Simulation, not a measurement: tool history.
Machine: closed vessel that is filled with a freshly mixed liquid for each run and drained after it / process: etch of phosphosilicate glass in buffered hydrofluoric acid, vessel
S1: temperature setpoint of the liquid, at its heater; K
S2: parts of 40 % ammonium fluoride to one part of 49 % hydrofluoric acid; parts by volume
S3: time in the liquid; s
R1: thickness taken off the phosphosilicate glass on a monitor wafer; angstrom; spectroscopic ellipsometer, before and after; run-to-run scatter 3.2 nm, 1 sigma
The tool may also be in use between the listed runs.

run,hour,S1,S2,S3,R1
1,0.0,296.15,10.0,100,6376.3
2,3.9,296.15,10.0,110,6976.3
3,6.6,296.65,10.0,110,7234.2
4,11.2,297.15,10.0,110,7353.6
5,18.8,298.65,10.0,110,8054.6
6,27.8,296.15,10.0,110,6991.6

What will run 7 give?
7,33.5,296.65,10.0,110,?

{"run 7": {"R1": 7181.5}}
